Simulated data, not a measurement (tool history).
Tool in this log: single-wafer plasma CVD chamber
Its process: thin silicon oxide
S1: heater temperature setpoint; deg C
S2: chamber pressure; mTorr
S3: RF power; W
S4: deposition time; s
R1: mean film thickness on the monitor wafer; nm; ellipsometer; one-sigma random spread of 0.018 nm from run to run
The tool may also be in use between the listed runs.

run 1 hour=0 | S1=405 S2=832 S3=210 S4=2.76 | R1=4.1923
run 2 hour=5 | S1=405 S2=832 S3=210 S4=2.63 | R1=4.021
run 3 hour=7.8 | S1=405 S2=832 S3=210 S4=2.63 | R1=4.007
run 4 hour=12.8 | S1=405 S2=810 S3=210 S4=2.63 | R1=3.922
run 5 hour=17.8 | S1=413 S2=810 S3=210 S4=2.63 | R1=3.9145
run 6 hour=24.6 | S1=413 S2=810 S3=210 S4=2.76 | R1=4.1232
run 7 hour=31.4 | S1=413 S2=783 S3=210 S4=2.76 | R1=3.9552

Estimate the outcome of run 8 from the log above:
run 8 hour=38.6 | S1=413 S2=765 S3=210 S4=2.76 | R1=?

R1: 3.8279 nm
